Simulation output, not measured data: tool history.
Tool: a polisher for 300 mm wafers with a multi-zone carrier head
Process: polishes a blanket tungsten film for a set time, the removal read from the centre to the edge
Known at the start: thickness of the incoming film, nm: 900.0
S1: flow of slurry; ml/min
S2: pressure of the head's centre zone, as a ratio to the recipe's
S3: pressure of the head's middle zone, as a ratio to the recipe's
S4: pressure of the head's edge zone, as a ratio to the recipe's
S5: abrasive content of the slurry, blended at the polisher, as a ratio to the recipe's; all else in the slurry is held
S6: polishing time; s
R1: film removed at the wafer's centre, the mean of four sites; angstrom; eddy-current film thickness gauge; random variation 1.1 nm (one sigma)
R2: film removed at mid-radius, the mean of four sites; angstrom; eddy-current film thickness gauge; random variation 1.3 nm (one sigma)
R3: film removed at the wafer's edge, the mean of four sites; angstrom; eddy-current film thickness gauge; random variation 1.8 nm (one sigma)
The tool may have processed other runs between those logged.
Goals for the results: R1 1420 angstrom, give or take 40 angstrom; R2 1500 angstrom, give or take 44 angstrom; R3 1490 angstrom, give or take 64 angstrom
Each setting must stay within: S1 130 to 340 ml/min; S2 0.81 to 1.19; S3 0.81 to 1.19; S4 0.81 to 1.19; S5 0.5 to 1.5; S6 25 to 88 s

{"run": 1, "hour": 0.0, "S1": 220, "S2": 1, "S3": 1, "S4": 1, "S5": 1, "S6": 56, "R1": 2078.5, "R2": 2083.6, "R3": 2011.1}
{"run": 2, "hour": 8.2, "S1": 215, "S2": 0.99, "S3": 0.99, "S4": 0.99, "S5": 0.95, "S6": 55, "R1": 1987, "R2": 2053.9, "R3": 1985.6}
{"run": 3, "hour": 16.1, "S1": 215, "S2": 0.99, "S3": 0.99, "S4": 0.99, "S5": 0.95, "S6": 60, "R1": 2149.6, "R2": 2214.9, "R3": 2192.4}
{"run": 4, "hour": 24.2, "S1": 220, "S2": 0.99, "S3": 0.98, "S4": 0.99, "S5": 0.9, "S6": 58, "R1": 2090.7, "R2": 2117.9, "R3": 2084.2}
{"run": 5, "hour": 33.0, "S1": 220, "S2": 0.99, "S3": 0.98, "S4": 0.99, "S5": 1.1, "S6": 58, "R1": 2154.8, "R2": 2229.1, "R3": 2174.2}
{"run": 6, "hour": 34.8, "S1": 220, "S2": 0.98, "S3": 0.98, "S4": 0.99, "S5": 1.05, "S6": 56, "R1": 2070.8, "R2": 2110.6, "R3": 2094.1}
{"run": 7, "hour": 38.2, "S1": 220, "S2": 0.97, "S3": 0.98, "S4": 0.99, "S5": 1, "S6": 55, "R1": 1991.5, "R2": 2021.4, "R3": 2030.7}
{"run": 8, "hour": 41.7, "S1": 215, "S2": 0.96, "S3": 0.98, "S4": 0.98, "S5": 0.95, "S6": 54, "R1": 1928, "R2": 1969.1, "R3": 1974.1}
{"run": 9, "hour": 48.0, "S1": 205, "S2": 0.86, "S3": 0.92, "S4": 0.88, "S5": 0.7, "S6": 44, "R1": 1359.1, "R2": 1422.3, "R3": 1426.7}
{"run": 10, "hour": 52.5, "S1": 210, "S2": 0.86, "S3": 0.92, "S4": 0.88, "S5": 0.7, "S6": 44, "R1": 1331.6, "R2": 1437, "R3": 1450.1}

5 next moves are on the table. One of them brings every result within its allowed miss. Which?
{"run": "A", "hour": 57.0, "S1": 215, "S2": 0.85, "S3": 0.9, "S4": 1, "S5": 0.7, "S6": 43, "R1": "?", "R2": "?", "R3": "?"}
{"run": "B", "hour": 57.0, "S1": 260, "S2": 0.87, "S3": 0.93, "S4": 0.91, "S5": 0.6, "S6": 46, "R1": "?", "R2": "?", "R3": "?"}
{"run": "C", "hour": 57.0, "S1": 230, "S2": 1.04, "S3": 0.98, "S4": 0.81, "S5": 0.85, "S6": 42, "R1": "?", "R2": "?", "R3": "?"}
{"run": "D", "hour": 57.0, "S1": 190, "S2": 0.82, "S3": 0.92, "S4": 0.87, "S5": 0.65, "S6": 43, "R1": "?", "R2": "?", "R3": "?"}
{"run": "E", "hour": 57.0, "S1": 180, "S2": 1.08, "S3": 0.94, "S4": 0.83, "S5": 0.65, "S6": 42, "R1": "?", "R2": "?", "R3": "?"}

move=A R1=1306.5 R2=1382.8 R3=1507.1
move=B R1=1405.1 R2=1500.3 R3=1530.8
move=C R1=1545.8 R2=1515.1 R3=1425.7
move=D R1=1240.9 R2=1373.7 R3=1401.9
move=E R1=1472 R2=1358.1 R3=1342.5
A: the biggest miss grows against the last run
B: every result lands within tolerance
C: pushes the last run's worst result past its target
D: the biggest miss grows against the last run
E: pushes the last run's worst result past its target
Go with B: it meets all targets.
